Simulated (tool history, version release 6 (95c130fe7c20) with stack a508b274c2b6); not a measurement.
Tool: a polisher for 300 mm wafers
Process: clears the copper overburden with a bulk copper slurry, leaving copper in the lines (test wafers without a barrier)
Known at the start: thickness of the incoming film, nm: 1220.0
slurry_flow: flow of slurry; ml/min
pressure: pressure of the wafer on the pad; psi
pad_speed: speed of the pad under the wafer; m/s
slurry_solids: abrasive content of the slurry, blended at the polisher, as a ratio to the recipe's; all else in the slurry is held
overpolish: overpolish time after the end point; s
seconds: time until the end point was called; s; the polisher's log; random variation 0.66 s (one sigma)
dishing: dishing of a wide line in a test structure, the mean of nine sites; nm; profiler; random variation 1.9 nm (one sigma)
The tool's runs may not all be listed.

run,hour,slurry_flow,pressure,pad_speed,slurry_solids,overpolish,seconds,dishing
1,0,275,2.1,1.42,1,10,101.22,59.174
2,7.3,275,2.1,1.42,1.15,10,98.293,60.062
3,8.9,275,2.5,1.44,1.15,10,81.997,71.648
4,11.1,275,2.7,1.48,1.15,10,74.937,77.862
5,20.1,275,2.7,1.18,1.15,10,92.594,65.755
6,23.7,275,2.9,1.32,1.15,10,76.304,75.887
7,24.9,275,3,1.4,1.15,10,69.592,80.249
8,28.2,275,3.1,1.46,1.15,10,64.006,85.986

The next listed run, before its measurement:
9,29.4,275,3.1,1.5,1.15,10,?,?

seconds: 62.126 s
dishing: 86.057 nm
